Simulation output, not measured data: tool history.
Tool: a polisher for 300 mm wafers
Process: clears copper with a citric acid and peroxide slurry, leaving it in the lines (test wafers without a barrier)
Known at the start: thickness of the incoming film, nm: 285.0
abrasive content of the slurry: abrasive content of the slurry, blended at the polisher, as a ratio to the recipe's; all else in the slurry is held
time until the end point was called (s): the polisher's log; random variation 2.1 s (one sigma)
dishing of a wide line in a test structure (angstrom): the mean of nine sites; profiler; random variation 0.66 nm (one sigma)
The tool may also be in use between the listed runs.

run,day,flow of slurry (ml/min),pressure of the wafer on the pad (psi),speed of the pad under the wafer (cm/s),abrasive content of the slurry,overpolish time after the end point (s),time until the end point was called (s),dishing of a wide line in a test structure (angstrom)
1,0,200,3.6,110,1,21,86.926,502.87
2,0.175,200,3.4,110,1,21,93.529,486.5
3,0.212,200,3.4,110,1.15,21,91.661,477.91
4,0.271,230,3.4,110,1.15,21,86.628,491.3
5,0.438,230,3.4,134,1.15,21,76.524,593.21
6,0.75,230,3.8,134,1.15,21,70.046,640.75
7,0.9,225,3.6,130,1.15,21,72.476,622.4
8,1.021,225,2.6,100,1.05,21,119.65,400.31
9,1.271,225,2.5,100,1.05,21,124.73,374.05

The next listed run, before its measurement:
10,1.367,225,2.4,100,1.05,21,?,?

Run 10 gave time until the end point was called (s) 128.9, dishing of a wide line in a test structure (angstrom) 362.08.
